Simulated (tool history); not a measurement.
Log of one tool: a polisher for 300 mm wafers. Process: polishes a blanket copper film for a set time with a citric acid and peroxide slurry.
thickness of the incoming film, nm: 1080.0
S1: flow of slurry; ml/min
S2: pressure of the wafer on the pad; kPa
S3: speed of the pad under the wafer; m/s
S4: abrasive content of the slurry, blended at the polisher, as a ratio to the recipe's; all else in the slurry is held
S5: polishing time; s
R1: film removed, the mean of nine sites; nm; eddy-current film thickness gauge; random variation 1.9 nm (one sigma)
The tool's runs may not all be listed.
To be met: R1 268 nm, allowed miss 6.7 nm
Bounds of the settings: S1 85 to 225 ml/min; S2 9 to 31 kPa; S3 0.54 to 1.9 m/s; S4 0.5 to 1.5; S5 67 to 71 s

| run | hour | S1 | S2 | S3 | S4 | S5 | R1 |
|---|---|---|---|---|---|---|---|
| 1 | 0 | 145 | 20 | 1.22 | 1 | 67 | 179.68 |
| 2 | 2.2 | 155 | 21.4 | 1.22 | 1 | 67 | 188.78 |
| 3 | 9.8 | 155 | 23.4 | 1.22 | 1 | 67 | 203.3 |
| 4 | 17.4 | 135 | 23.4 | 1.22 | 1 | 67 | 197.65 |
| 5 | 23.2 | 135 | 19.3 | 1.22 | 1 | 67 | 172.94 |
| 6 | 31.5 | 140 | 22.1 | 1.22 | 1 | 67 | 190.11 |
| 7 | 36.4 | 160 | 27.6 | 1.24 | 1 | 67 | 231.64 |
| 8 | 45 | 165 | 28.3 | 1.24 | 1 | 67 | 242.25 |
| 9 | 46.5 | 170 | 29 | 1.24 | 1 | 67 | 248.85 |
| 10 | 48.2 | 175 | 29.6 | 1.24 | 1 | 67 | 253 |
| 11 | 52.1 | 175 | 30.3 | 1.24 | 1 | 67 | 256.86 |

Which of these 4 next moves meets every target?
| A | 56 | 150 | 31 | 1.16 | 1 | 71 | ? |
| B | 56 | 175 | 26.9 | 1.24 | 1 | 71 | ? |
| C | 56 | 165 | 29 | 1.42 | 1 | 68 | ? |
| D | 56 | 165 | 30.3 | 1.3 | 1 | 68 | ? |

| move | R1 |
|---|---|
| A | 256.03 |
| B | 248.77 |
| C | 280.33 |
| D | 269.63 |
A: further off than the last run
B: further off than the last run
C: takes the result that was furthest off past its target
D: meets every target
Move D is the one to make.

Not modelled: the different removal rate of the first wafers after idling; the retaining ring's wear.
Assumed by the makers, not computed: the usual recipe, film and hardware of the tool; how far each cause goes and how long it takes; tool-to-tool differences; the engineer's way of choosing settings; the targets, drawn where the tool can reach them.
